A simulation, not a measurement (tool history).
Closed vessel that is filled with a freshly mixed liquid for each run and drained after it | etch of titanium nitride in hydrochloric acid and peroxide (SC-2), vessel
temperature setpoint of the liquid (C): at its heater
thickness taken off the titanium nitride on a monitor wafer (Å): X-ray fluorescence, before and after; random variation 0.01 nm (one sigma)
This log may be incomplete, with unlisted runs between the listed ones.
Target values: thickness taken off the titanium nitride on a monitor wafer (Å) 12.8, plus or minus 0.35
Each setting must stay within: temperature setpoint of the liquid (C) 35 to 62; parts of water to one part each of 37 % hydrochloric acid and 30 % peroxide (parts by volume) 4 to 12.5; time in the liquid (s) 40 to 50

| run | hour | temperature setpoint of the liquid (C) | parts of water to one part each of 37 % hydrochloric acid and 30 % peroxide (parts by volume) | time in the liquid (s) | thickness taken off the titanium nitride on a monitor wafer (Å) |
|---|---|---|---|---|---|
| 1 | 0 | 46 | 7 | 50 | 24.763 |
| 2 | 5.3 | 46 | 4.5 | 50 | 34.362 |
| 3 | 9.9 | 46 | 4.5 | 40 | 27.871 |
| 4 | 16 | 46 | 4.5 | 50 | 34.604 |
| 5 | 19.7 | 46 | 4.5 | 50 | 34.294 |
| 6 | 28 | 40.5 | 4.5 | 50 | 23.444 |
| 7 | 31.5 | 40.5 | 4.5 | 50 | 23.599 |
| 8 | 32.9 | 39 | 5 | 50 | 19.376 |
| 9 | 40.5 | 39 | 5 | 50 | 19.608 |
| 10 | 43.7 | 38 | 5.5 | 50 | 17.082 |
| 11 | 45.8 | 37 | 5.5 | 50 | 15.925 |
| 12 | 51.2 | 36.5 | 5.5 | 50 | 15.296 |
| 13 | 53 | 36 | 5.5 | 50 | 14.791 |
| 14 | 54.3 | 35.5 | 5.5 | 50 | 14.123 |

Which of these 4 next moves meets every target?
| A | 55.6 | 37 | 5.5 | 50 | ? |
| B | 55.6 | 37.5 | 6 | 50 | ? |
| C | 55.6 | 39 | 6.5 | 40 | ? |
| D | 55.6 | 36 | 4 | 45 | ? |

| move | thickness taken off the titanium nitride on a monitor wafer (Å) |
|---|---|
| A | 15.883 |
| B | 15.438 |
| C | 12.946 |
| D | 16.617 |
A: the biggest miss grows against the last run
B: the biggest miss grows against the last run
C: every result lands within tolerance
D: the biggest miss grows against the last run
So the answer is move C, the one that meets all the targets.

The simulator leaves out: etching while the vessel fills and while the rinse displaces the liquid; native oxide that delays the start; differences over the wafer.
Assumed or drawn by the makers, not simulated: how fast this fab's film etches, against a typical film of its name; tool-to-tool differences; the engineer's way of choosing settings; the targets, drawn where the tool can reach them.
